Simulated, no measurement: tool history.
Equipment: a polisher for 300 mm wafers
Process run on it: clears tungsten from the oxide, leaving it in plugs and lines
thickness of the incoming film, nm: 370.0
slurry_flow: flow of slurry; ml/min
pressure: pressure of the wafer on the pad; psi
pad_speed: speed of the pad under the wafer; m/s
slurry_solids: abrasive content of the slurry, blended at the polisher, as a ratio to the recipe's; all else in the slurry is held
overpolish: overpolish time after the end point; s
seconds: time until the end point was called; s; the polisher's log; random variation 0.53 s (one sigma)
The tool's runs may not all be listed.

run 1 hour=0.0 | slurry_flow=170 pressure=4.1 pad_speed=1.32 slurry_solids=1.0 overpolish=15 | seconds=53.100
run 2 hour=1.1 | slurry_flow=170 pressure=4.1 pad_speed=1.32 slurry_solids=1.0 overpolish=15 | seconds=52.807
run 3 hour=5.0 | slurry_flow=170 pressure=4.3 pad_speed=1.34 slurry_solids=1.0 overpolish=15 | seconds=51.375
run 4 hour=13.2 | slurry_flow=170 pressure=4.5 pad_speed=1.38 slurry_solids=1.0 overpolish=15 | seconds=47.395
run 5 hour=15.9 | slurry_flow=170 pressure=4.7 pad_speed=1.40 slurry_solids=1.0 overpolish=15 | seconds=44.387
run 6 hour=19.3 | slurry_flow=170 pressure=4.8 pad_speed=1.42 slurry_solids=1.0 overpolish=15 | seconds=42.993
run 7 hour=27.7 | slurry_flow=170 pressure=4.9 pad_speed=1.44 slurry_solids=1.0 overpolish=15 | seconds=41.850
run 8 hour=30.7 | slurry_flow=170 pressure=5.0 pad_speed=1.46 slurry_solids=1.0 overpolish=15 | seconds=38.300
run 9 hour=33.9 | slurry_flow=170 pressure=5.1 pad_speed=1.46 slurry_solids=1.0 overpolish=15 | seconds=38.937
run 10 hour=35.9 | slurry_flow=170 pressure=5.2 pad_speed=1.46 slurry_solids=1.0 overpolish=15 | seconds=38.358
run 11 hour=39.2 | slurry_flow=170 pressure=5.3 pad_speed=1.48 slurry_solids=1.0 overpolish=15 | seconds=36.580
run 12 hour=40.4 | slurry_flow=170 pressure=5.4 pad_speed=1.48 slurry_solids=1.0 overpolish=15 | seconds=36.506
run 13 hour=46.6 | slurry_flow=170 pressure=5.5 pad_speed=1.50 slurry_solids=1.0 overpolish=15 | seconds=34.663
run 14 hour=54.6 | slurry_flow=170 pressure=5.6 pad_speed=1.50 slurry_solids=1.0 overpolish=15 | seconds=34.185
run 15 hour=58.3 | slurry_flow=170 pressure=5.7 pad_speed=1.50 slurry_solids=1.0 overpolish=15 | seconds=34.866

Expected results for the next run?
run 16 hour=66.3 | slurry_flow=170 pressure=5.8 pad_speed=1.52 slurry_solids=1.0 overpolish=15 | seconds=?

seconds: 34.563 s
